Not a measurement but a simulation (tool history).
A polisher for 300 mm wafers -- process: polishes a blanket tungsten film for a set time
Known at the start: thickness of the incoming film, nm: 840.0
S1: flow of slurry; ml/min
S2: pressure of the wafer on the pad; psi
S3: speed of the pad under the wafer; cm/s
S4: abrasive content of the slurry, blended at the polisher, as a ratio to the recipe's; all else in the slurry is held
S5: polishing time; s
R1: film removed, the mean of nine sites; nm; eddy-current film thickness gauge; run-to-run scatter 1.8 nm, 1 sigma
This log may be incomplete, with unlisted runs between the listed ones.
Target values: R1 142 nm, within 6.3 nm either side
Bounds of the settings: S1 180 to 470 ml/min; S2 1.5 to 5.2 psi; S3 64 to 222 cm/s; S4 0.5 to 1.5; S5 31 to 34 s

{"run": 1, "hour": 0.0, "S1": 300, "S2": 3.3, "S3": 142, "S4": 1, "S5": 34, "R1": 174.29}
{"run": 2, "hour": 7.8, "S1": 300, "S2": 3.1, "S3": 142, "S4": 1, "S5": 34, "R1": 158.62}
{"run": 3, "hour": 13.3, "S1": 300, "S2": 3.1, "S3": 142, "S4": 1.1, "S5": 34, "R1": 166.2}
{"run": 4, "hour": 20.9, "S1": 300, "S2": 3.1, "S3": 142, "S4": 1.1, "S5": 34, "R1": 166.77}
{"run": 5, "hour": 25.4, "S1": 300, "S2": 3, "S3": 142, "S4": 1.1, "S5": 34, "R1": 158.91}
{"run": 6, "hour": 33.9, "S1": 300, "S2": 3, "S3": 142, "S4": 1.3, "S5": 34, "R1": 167.77}
{"run": 7, "hour": 38.0, "S1": 300, "S2": 2.8, "S3": 142, "S4": 1.3, "S5": 34, "R1": 159.03}
{"run": 8, "hour": 43.3, "S1": 300, "S2": 2.7, "S3": 142, "S4": 1.3, "S5": 34, "R1": 150.77}

Pick the move, out of 4, that brings all results within their allowed miss; only one does.
{"run": "A", "hour": 48.6, "S1": 280, "S2": 2.9, "S3": 150, "S4": 1.35, "S5": 32, "R1": "?"}
{"run": "B", "hour": 48.6, "S1": 310, "S2": 2.6, "S3": 132, "S4": 1.35, "S5": 31, "R1": "?"}
{"run": "C", "hour": 48.6, "S1": 275, "S2": 3.2, "S3": 126, "S4": 1.3, "S5": 31, "R1": "?"}
{"run": "D", "hour": 48.6, "S1": 330, "S2": 2.5, "S3": 130, "S4": 1.3, "S5": 32, "R1": "?"}

move=A R1=161.65
move=B R1=125.81
move=C R1=143.88
move=D R1=122.83
A: moves away from the targets compared with the last run
B: pushes the last run's worst result past its target
C: all results land within tolerance of their targets
D: pushes the last run's worst result past its target
The right move is C.
